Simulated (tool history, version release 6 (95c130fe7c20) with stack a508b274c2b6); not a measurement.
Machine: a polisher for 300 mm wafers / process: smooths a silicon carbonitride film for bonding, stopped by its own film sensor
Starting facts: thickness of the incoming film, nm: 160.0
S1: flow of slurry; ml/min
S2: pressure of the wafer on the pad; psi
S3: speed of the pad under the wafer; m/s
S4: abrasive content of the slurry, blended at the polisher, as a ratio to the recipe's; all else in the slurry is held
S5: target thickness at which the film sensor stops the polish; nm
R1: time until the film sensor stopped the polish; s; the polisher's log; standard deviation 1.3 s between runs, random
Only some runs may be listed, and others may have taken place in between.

| run | hour | S1 | S2 | S3 | S4 | S5 | R1 |
|---|---|---|---|---|---|---|---|
| 1 | 0 | 305 | 2.5 | 0.78 | 1 | 145 | 56.669 |
| 2 | 2.2 | 305 | 2.5 | 0.78 | 1 | 145 | 57.946 |
| 3 | 10.3 | 305 | 2.5 | 0.78 | 1 | 146 | 53.634 |
| 4 | 13.6 | 305 | 2.3 | 0.78 | 1 | 146 | 58.409 |
| 5 | 18.2 | 305 | 2.1 | 0.78 | 1 | 146 | 63.471 |
| 6 | 25.3 | 305 | 2 | 0.78 | 1 | 146 | 65.376 |
| 7 | 32 | 305 | 1.9 | 0.78 | 1 | 146 | 70.628 |
| 8 | 34 | 305 | 1.8 | 0.78 | 1 | 146 | 74.345 |

For run 9, what comes out?
| 9 | 42.3 | 305 | 1.7 | 0.78 | 1 | 146 | ? |

R1: 76.824 s
